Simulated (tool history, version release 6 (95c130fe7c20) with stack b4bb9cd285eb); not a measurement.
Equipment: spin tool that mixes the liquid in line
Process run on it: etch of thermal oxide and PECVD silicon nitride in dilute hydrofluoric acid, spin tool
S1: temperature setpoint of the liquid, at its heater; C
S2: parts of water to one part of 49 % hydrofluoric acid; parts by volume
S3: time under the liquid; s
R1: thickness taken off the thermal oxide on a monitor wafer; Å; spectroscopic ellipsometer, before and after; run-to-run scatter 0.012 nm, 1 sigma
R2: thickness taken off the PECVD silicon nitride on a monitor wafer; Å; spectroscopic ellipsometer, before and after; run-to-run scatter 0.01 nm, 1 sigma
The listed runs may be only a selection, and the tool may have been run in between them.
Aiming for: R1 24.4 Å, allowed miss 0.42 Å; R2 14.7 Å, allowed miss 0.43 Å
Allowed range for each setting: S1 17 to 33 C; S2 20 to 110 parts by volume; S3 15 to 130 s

{"run": 1, "hour": 0.0, "S1": 25, "S2": 60, "S3": 65, "R1": 53.809, "R2": 35.292}
{"run": 2, "hour": 1.1, "S1": 24.5, "S2": 65, "S3": 65, "R1": 48.159, "R2": 31.309}
{"run": 3, "hour": 5.1, "S1": 24.5, "S2": 65, "S3": 50, "R1": 37.284, "R2": 24.374}
{"run": 4, "hour": 13.8, "S1": 24, "S2": 65, "S3": 50, "R1": 36.538, "R2": 23.255}
{"run": 5, "hour": 21.6, "S1": 23.5, "S2": 65, "S3": 50, "R1": 35.812, "R2": 22.501}
{"run": 6, "hour": 30.4, "S1": 23, "S2": 65, "S3": 50, "R1": 34.961, "R2": 21.761}
{"run": 7, "hour": 37.1, "S1": 22.5, "S2": 65, "S3": 50, "R1": 34.32, "R2": 21.36}
{"run": 8, "hour": 42.8, "S1": 22, "S2": 65, "S3": 50, "R1": 33.679, "R2": 20.319}
{"run": 9, "hour": 45.5, "S1": 21.5, "S2": 75, "S3": 50, "R1": 28.291, "R2": 17.162}
{"run": 10, "hour": 49.5, "S1": 21.5, "S2": 75, "S3": 50, "R1": 28.024, "R2": 17.097}
{"run": 11, "hour": 50.0, "S1": 21, "S2": 80, "S3": 50, "R1": 25.685, "R2": 15.534}
{"run": 12, "hour": 52.8, "S1": 20.5, "S2": 85, "S3": 50, "R1": 23.598, "R2": 14.108}

Exercise: of the 4 proposed moves below, exactly one satisfies all targets within the stated allowed misses. Which move is it?
{"run": "A", "hour": 55.6, "S1": 20.5, "S2": 90, "S3": 55, "R1": "?", "R2": "?"}
{"run": "B", "hour": 55.6, "S1": 25, "S2": 100, "S3": 50, "R1": "?", "R2": "?"}
{"run": "C", "hour": 55.6, "S1": 18, "S2": 90, "S3": 60, "R1": "?", "R2": "?"}
{"run": "D", "hour": 55.6, "S1": 19, "S2": 80, "S3": 50, "R1": "?", "R2": "?"}

move=A R1=24.464 R2=14.624
move=B R1=23.699 R2=16.183
move=C R1=24.051 R2=13.433
move=D R1=23.776 R2=13.454
A: hits every target within its allowed miss
B: the biggest miss grows against the last run
C: meets the target for the result that was furthest off, but another lies outside its allowed miss
D: the biggest miss grows against the last run
The move that meets every target is A.
